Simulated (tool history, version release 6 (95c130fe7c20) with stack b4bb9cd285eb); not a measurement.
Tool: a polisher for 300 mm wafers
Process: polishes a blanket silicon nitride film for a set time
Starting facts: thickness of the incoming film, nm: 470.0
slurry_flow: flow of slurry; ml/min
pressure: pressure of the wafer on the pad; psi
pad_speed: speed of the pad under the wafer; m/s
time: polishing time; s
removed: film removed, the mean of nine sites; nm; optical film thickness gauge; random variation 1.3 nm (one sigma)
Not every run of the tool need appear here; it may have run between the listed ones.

Run 1, hour 0.0: slurry_flow 285 ml/min, pressure 2.9 psi, pad_speed 0.84 m/s, time 79 s. Result: removed 112.78 nm.
Run 2, hour 6.1: slurry_flow 290 ml/min, pressure 3.3 psi, pad_speed 0.84 m/s, time 79 s. Result: removed 127.69 nm.
Run 3, hour 9.9: slurry_flow 290 ml/min, pressure 3.3 psi, pad_speed 0.84 m/s, time 79 s. Result: removed 128.96 nm.
Run 4, hour 14.2: slurry_flow 290 ml/min, pressure 2.9 psi, pad_speed 0.84 m/s, time 79 s. Result: removed 114.66 nm.
Run 5, hour 22.9: slurry_flow 305 ml/min, pressure 3.4 psi, pad_speed 0.84 m/s, time 79 s. Result: removed 133.18 nm.
Run 6, hour 24.1: slurry_flow 310 ml/min, pressure 3.7 psi, pad_speed 0.84 m/s, time 79 s. Result: removed 143.73 nm.
Run 7, hour 31.5: slurry_flow 310 ml/min, pressure 3.9 psi, pad_speed 0.84 m/s, time 79 s. Result: removed 151.41 nm.

Forecast run 8:
Run 8, hour 33.2: slurry_flow 310 ml/min, pressure 4.1 psi, pad_speed 0.84 m/s, time 79 s. Result: removed ?.

For run 8 the tool returned removed 159.05 nm.

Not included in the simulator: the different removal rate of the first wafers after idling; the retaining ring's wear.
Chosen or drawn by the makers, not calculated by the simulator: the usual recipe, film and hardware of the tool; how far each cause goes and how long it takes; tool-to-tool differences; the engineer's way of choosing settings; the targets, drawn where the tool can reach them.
